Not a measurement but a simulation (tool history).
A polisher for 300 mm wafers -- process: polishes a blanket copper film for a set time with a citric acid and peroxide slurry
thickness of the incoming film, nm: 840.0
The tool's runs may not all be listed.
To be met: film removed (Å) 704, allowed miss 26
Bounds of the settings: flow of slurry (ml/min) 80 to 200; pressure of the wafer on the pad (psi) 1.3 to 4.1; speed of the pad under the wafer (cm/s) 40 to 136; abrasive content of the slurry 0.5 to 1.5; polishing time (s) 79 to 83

run	hour	flow of slurry (ml/min)	pressure of the wafer on the pad (psi)	speed of the pad under the wafer (cm/s)	abrasive content of the slurry	polishing time (s)	film removed (Å)
1	0	130	2.7	88	1	79	1165.9
2	2.9	125	2.4	88	1	79	1048.5
3	4.5	125	2.2	88	1	79	1001.3
4	11.8	125	2	86	1	79	909.35
5	19.8	125	2.2	86	1	79	957.5
6	28	120	2	86	1	79	887.48
7	34.8	115	1.9	86	1	79	842.24
8	39.8	100	1.4	86	1	79	657.37
9	43.1	105	1.4	86	1	79	675.42

4 candidate next runs follow, results not yet known. Just one meets every target within its allowed miss. Identify it.
A	46.4	110	1.7	82	0.9	83	?
B	46.4	85	1.4	88	0.95	83	?
C	46.4	110	1.6	82	0.85	81	?
D	46.4	120	1.3	78	1.15	79	?

move	film removed (Å)
A	756.32
B	646.56
C	698.83
D	640.18
A: takes the biggest miss from the last run beyond its target
B: further off than the last run
C: hits every target within its allowed miss
D: further off than the last run
C is the move that brings every result within its allowed miss.
